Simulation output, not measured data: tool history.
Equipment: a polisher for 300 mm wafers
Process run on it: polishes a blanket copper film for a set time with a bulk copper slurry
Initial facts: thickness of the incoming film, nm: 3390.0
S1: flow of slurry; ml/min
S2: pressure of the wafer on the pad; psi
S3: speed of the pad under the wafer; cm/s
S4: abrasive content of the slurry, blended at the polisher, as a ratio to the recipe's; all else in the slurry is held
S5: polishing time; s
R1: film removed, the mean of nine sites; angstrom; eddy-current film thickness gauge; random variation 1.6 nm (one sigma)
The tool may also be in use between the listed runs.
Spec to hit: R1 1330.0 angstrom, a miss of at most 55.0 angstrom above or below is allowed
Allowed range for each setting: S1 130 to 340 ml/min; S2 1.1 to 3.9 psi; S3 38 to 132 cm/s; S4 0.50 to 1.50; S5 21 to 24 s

run	hour	S1	S2	S3	S4	S5	R1
1	0.0	220	2.5	84	1.00	24	1766.7
2	7.5	220	2.5	98	1.00	24	1990.4
3	15.0	220	2.3	98	1.00	24	1808.3
4	22.0	250	2.3	98	1.00	24	1832.3
5	26.2	250	2.3	98	1.00	21	1587.8
6	34.4	250	2.2	98	1.00	21	1565.1
7	42.9	250	2.1	98	1.00	21	1493.3
8	50.9	250	2.0	98	1.00	21	1390.0

Pick the move, out of 5, that brings all results within their allowed miss; only one does.
A	58.9	255	2.1	92	0.75	24	?
B	58.9	300	2.3	72	1.10	22	?
C	58.9	290	1.9	90	1.15	21	?
D	58.9	205	2.2	92	0.90	22	?
E	58.9	230	2.1	100	1.05	21	?

move	R1
A	1495.4
B	1411.3
C	1315.1
D	1457.7
E	1489.3
A: moves away from the targets compared with the last run
B: moves away from the targets compared with the last run
C: hits every target within its allowed miss
D: moves away from the targets compared with the last run
E: moves away from the targets compared with the last run
C meets every target.
